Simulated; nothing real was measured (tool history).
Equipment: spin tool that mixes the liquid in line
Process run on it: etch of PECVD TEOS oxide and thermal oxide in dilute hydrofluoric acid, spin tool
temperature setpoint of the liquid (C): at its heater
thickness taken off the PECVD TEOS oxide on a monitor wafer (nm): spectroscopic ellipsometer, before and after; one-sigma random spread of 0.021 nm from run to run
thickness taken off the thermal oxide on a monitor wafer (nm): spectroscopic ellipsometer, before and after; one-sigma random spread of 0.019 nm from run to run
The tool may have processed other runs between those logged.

run	hour	temperature setpoint of the liquid (C)	parts of water to one part of 49 % hydrofluoric acid (parts by volume)	time under the liquid (s)	thickness taken off the PECVD TEOS oxide on a monitor wafer (nm)	thickness taken off the thermal oxide on a monitor wafer (nm)
1	0.0	22.0	185	40	4.0782	0.80171
2	6.6	22.0	185	55	5.6268	1.07950
3	12.5	20.0	185	55	5.2646	1.03230
4	19.9	20.0	185	65	6.1943	1.17840
5	22.0	18.5	185	65	5.8388	1.18210
6	30.0	21.0	185	65	6.3679	1.34200
7	34.0	20.0	220	65	4.9585	0.98354
8	36.4	19.0	245	65	4.2603	0.78228
9	40.3	23.0	315	60	3.2841	0.64764
10	46.3	21.5	315	60	3.0981	0.61222

Run 11 has not been measured yet. What should we expect?
11	54.3	20.5	315	60	?	?

Logged for run 11: thickness taken off the PECVD TEOS oxide on a monitor wafer (nm) 3.0613, thickness taken off the thermal oxide on a monitor wafer (nm) 0.55383.
